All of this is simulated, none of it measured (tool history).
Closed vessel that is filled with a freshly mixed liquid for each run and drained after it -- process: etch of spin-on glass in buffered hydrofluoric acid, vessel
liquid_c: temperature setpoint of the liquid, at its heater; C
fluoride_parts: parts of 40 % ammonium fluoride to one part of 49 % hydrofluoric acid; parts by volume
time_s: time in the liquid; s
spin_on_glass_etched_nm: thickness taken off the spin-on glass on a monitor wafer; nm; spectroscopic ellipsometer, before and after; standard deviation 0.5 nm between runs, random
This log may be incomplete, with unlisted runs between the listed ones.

| run | day | liquid_c | fluoride_parts | time_s | spin_on_glass_etched_nm |
|---|---|---|---|---|---|
| 1 | 0 | 21 | 23.5 | 90 | 98.957 |
| 2 | 0.246 | 23 | 23.5 | 90 | 111.26 |
| 3 | 0.458 | 23 | 23.5 | 95 | 116.93 |
| 4 | 0.75 | 24.5 | 23.5 | 95 | 127.41 |
| 5 | 0.954 | 22.5 | 23.5 | 95 | 114.33 |
| 6 | 1.004 | 22.5 | 30 | 95 | 96.479 |
| 7 | 1.317 | 24.5 | 29 | 95 | 110.32 |

Run 8, settings as shown, results not yet in. Your forecast:
| 8 | 1.383 | 26 | 28.5 | 95 | ? |

spin_on_glass_etched_nm: 121.61 nm
